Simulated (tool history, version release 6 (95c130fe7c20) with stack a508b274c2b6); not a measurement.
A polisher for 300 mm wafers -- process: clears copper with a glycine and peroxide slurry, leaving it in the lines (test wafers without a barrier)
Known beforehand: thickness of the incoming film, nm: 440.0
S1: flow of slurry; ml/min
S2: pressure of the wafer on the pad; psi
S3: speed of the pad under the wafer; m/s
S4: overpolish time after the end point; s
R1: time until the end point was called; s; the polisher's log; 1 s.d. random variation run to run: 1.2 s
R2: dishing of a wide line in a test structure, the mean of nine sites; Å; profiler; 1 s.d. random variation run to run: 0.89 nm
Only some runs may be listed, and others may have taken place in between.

run	hour	S1	S2	S3	S4	R1	R2
1	0.0	165	3.0	1.08	13	92.930	371.92
2	1.4	165	3.3	1.10	14	91.060	424.04
3	2.1	165	3.3	1.34	14	80.687	444.79
4	7.8	165	3.6	1.36	14	71.524	448.76
5	15.0	165	4.1	1.36	14	71.716	492.87
6	18.3	165	4.2	1.38	14	67.907	490.11
7	26.0	165	4.3	1.38	15	64.169	531.64

For run 8, what comes out?
8	32.2	165	4.3	1.36	15	?	?

{"run 8": {"R1": 66.374, "R2": 510.89}}
